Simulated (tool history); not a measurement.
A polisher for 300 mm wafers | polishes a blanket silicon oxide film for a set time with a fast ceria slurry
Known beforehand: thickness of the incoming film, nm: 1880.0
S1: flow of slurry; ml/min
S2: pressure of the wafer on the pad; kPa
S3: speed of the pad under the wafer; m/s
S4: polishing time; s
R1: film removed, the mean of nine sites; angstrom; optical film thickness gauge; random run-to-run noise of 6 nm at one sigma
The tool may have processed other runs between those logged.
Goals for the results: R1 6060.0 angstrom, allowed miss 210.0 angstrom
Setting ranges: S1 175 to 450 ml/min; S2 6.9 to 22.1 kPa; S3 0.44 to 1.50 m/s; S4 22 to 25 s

run,hour,S1,S2,S3,S4,R1
1,0.0,290,14.5,0.96,25,3172.3
2,3.2,290,15.9,0.98,25,3442.3
3,6.4,290,15.9,0.98,25,3442.5
4,9.0,290,17.2,1.02,25,3783.7
5,16.7,290,17.2,1.02,22,3446.3
6,21.5,290,17.9,1.10,22,3748.9
7,29.9,290,18.6,1.18,22,4202.9
8,36.3,290,19.3,1.24,22,4461.2
9,44.3,290,20.0,1.28,22,4796.3
10,51.5,290,20.0,1.28,22,4749.2
11,58.1,290,20.7,1.32,22,4947.2
12,64.8,290,20.7,1.36,22,5169.8
13,70.5,290,22.1,1.42,22,5825.8
14,73.5,290,22.1,1.44,22,5732.2

Which one of the following 5 next-run settings gets every result inside its allowed miss? There is exactly one.
A,76.5,295,22.1,1.48,24,?
B,76.5,245,22.1,1.24,24,?
C,76.5,300,17.9,1.38,25,?
D,76.5,360,22.1,1.50,22,?
E,76.5,340,22.1,1.10,25,?

move,R1
A,6440.9
B,5346.2
C,5236.3
D,6085.9
E,5153.7
A: moves the result that the last run missed by most past its target, out the other side
B: the biggest miss grows against the last run
C: the biggest miss grows against the last run
D: meets every target
E: the biggest miss grows against the last run
Move D is the one to make.
